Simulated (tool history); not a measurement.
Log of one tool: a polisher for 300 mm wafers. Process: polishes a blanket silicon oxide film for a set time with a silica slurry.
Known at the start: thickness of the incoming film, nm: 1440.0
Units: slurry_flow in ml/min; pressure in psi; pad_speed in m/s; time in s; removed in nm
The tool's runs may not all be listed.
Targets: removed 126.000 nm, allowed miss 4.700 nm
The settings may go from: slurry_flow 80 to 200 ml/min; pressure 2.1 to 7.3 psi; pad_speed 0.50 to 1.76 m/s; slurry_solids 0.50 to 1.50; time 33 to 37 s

{"run": 1, "hour": 0.0, "slurry_flow": 130, "pressure": 4.7, "pad_speed": 1.12, "slurry_solids": 1.0, "time": 37, "removed": 105.04}
{"run": 2, "hour": 8.9, "slurry_flow": 130, "pressure": 5.6, "pad_speed": 1.12, "slurry_solids": 1.0, "time": 37, "removed": 119.84}
{"run": 3, "hour": 11.9, "slurry_flow": 130, "pressure": 5.0, "pad_speed": 1.12, "slurry_solids": 1.0, "time": 37, "removed": 109.05}
{"run": 4, "hour": 20.5, "slurry_flow": 105, "pressure": 5.0, "pad_speed": 1.12, "slurry_solids": 1.0, "time": 37, "removed": 104.85}
{"run": 5, "hour": 25.6, "slurry_flow": 105, "pressure": 3.9, "pad_speed": 1.12, "slurry_solids": 1.0, "time": 37, "removed": 86.927}
{"run": 6, "hour": 28.2, "slurry_flow": 125, "pressure": 3.9, "pad_speed": 1.12, "slurry_solids": 1.0, "time": 37, "removed": 89.992}
{"run": 7, "hour": 31.7, "slurry_flow": 130, "pressure": 4.3, "pad_speed": 1.12, "slurry_solids": 1.0, "time": 37, "removed": 98.237}
{"run": 8, "hour": 36.8, "slurry_flow": 140, "pressure": 4.6, "pad_speed": 1.12, "slurry_solids": 1.0, "time": 37, "removed": 105.33}
{"run": 9, "hour": 44.1, "slurry_flow": 150, "pressure": 4.8, "pad_speed": 1.12, "slurry_solids": 1.0, "time": 37, "removed": 110.24}
{"run": 10, "hour": 45.3, "slurry_flow": 155, "pressure": 4.9, "pad_speed": 1.12, "slurry_solids": 1.0, "time": 37, "removed": 114.14}
{"run": 11, "hour": 49.6, "slurry_flow": 160, "pressure": 5.0, "pad_speed": 1.12, "slurry_solids": 1.0, "time": 37, "removed": 115.58}
{"run": 12, "hour": 56.9, "slurry_flow": 165, "pressure": 5.1, "pad_speed": 1.12, "slurry_solids": 1.0, "time": 37, "removed": 117.47}
{"run": 13, "hour": 59.4, "slurry_flow": 165, "pressure": 5.2, "pad_speed": 1.12, "slurry_solids": 1.0, "time": 37, "removed": 118.54}
{"run": 14, "hour": 62.3, "slurry_flow": 165, "pressure": 5.3, "pad_speed": 1.12, "slurry_solids": 1.0, "time": 37, "removed": 120.94}

Which of these 5 next moves meets every target?
{"run": "A", "hour": 65.2, "slurry_flow": 100, "pressure": 6.2, "pad_speed": 1.24, "slurry_solids": 1.0, "time": 37, "removed": "?"}
{"run": "B", "hour": 65.2, "slurry_flow": 185, "pressure": 4.9, "pad_speed": 0.82, "slurry_solids": 1.15, "time": 37, "removed": "?"}
{"run": "C", "hour": 65.2, "slurry_flow": 150, "pressure": 6.4, "pad_speed": 0.92, "slurry_solids": 1.1, "time": 33, "removed": "?"}
{"run": "D", "hour": 65.2, "slurry_flow": 135, "pressure": 5.8, "pad_speed": 1.16, "slurry_solids": 1.0, "time": 35, "removed": "?"}
{"run": "E", "hour": 65.2, "slurry_flow": 180, "pressure": 5.2, "pad_speed": 1.24, "slurry_solids": 0.95, "time": 34, "removed": "?"}

move=A removed=125.770
move=B removed=109.330
move=C removed=117.570
move=D removed=118.890
move=E removed=112.380
A: meets every target
B: further off than the last run
C: further off than the last run
D: further off than the last run
E: further off than the last run
Move A is the one to make.

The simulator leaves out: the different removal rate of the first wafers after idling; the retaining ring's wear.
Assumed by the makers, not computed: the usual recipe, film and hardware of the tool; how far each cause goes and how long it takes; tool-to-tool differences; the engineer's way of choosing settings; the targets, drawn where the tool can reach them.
